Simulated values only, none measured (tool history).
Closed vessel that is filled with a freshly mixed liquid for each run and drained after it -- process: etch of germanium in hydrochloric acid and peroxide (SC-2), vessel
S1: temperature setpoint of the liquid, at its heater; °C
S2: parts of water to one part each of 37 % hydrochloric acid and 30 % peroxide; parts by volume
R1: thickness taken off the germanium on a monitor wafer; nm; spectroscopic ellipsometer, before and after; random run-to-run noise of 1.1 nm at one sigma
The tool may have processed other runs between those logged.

run 1 hour=0 | S1=51 S2=9.5 time_in_the_liquid_(s)=35 | R1=87.709
run 2 hour=3.7 | S1=46.5 S2=9.5 time_in_the_liquid_(s)=35 | R1=76.533
run 3 hour=11.5 | S1=46.5 S2=9.5 time_in_the_liquid_(s)=30 | R1=65.445
run 4 hour=14.6 | S1=46.5 S2=11 time_in_the_liquid_(s)=30 | R1=63.966
run 5 hour=21.2 | S1=50 S2=11 time_in_the_liquid_(s)=30 | R1=71.637
run 6 hour=26.7 | S1=45.5 S2=11 time_in_the_liquid_(s)=30 | R1=61.304
run 7 hour=28.2 | S1=49 S2=11 time_in_the_liquid_(s)=30 | R1=69.551

What does the tool deliver on the next run?
run 8 hour=35.6 | S1=52 S2=11 time_in_the_liquid_(s)=30 | R1=?

R1: 76.352 nm

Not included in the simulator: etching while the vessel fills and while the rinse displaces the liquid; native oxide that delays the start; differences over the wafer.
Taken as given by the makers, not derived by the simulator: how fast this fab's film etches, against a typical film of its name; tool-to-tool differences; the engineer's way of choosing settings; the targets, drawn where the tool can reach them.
